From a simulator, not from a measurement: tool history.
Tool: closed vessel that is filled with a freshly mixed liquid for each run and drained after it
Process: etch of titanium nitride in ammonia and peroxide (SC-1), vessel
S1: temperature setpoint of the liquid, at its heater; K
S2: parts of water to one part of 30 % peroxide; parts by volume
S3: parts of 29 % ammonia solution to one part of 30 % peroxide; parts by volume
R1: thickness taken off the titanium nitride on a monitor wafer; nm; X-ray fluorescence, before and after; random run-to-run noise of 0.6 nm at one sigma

Run 1, hour 0: S1 320.15 K, S2 22 parts by volume, S3 0.95 parts by volume, time in the liquid (s) 2320. Result: R1 66.902 nm.
Run 2, hour 8.6: S1 321.65 K, S2 22 parts by volume, S3 0.95 parts by volume, time in the liquid (s) 2320. Result: R1 73.568 nm.
Run 3, hour 12.7: S1 322.65 K, S2 22 parts by volume, S3 0.95 parts by volume, time in the liquid (s) 2320. Result: R1 78.807 nm.
Run 4, hour 18.6: S1 323.65 K, S2 22 parts by volume, S3 0.95 parts by volume, time in the liquid (s) 2320. Result: R1 85.613 nm.
Run 5, hour 22.7: S1 323.65 K, S2 22 parts by volume, S3 0.65 parts by volume, time in the liquid (s) 2320. Result: R1 80.335 nm.
Run 6, hour 27.5: S1 324.15 K, S2 22 parts by volume, S3 0.65 parts by volume, time in the liquid (s) 2320. Result: R1 82.012 nm.
Run 7, hour 33.6: S1 324.65 K, S2 22 parts by volume, S3 0.65 parts by volume, time in the liquid (s) 2320. Result: R1 84.64 nm.
Run 8, hour 40.8: S1 324.65 K, S2 22 parts by volume, S3 0.65 parts by volume, time in the liquid (s) 2320. Result: R1 85.295 nm.

Run 9 comes next. What will it give?
Run 9, hour 46.8: S1 325.15 K, S2 22 parts by volume, S3 0.65 parts by volume, time in the liquid (s) 2320. Result: R1 ?.

For run 9 the tool returned R1 86.997 nm.

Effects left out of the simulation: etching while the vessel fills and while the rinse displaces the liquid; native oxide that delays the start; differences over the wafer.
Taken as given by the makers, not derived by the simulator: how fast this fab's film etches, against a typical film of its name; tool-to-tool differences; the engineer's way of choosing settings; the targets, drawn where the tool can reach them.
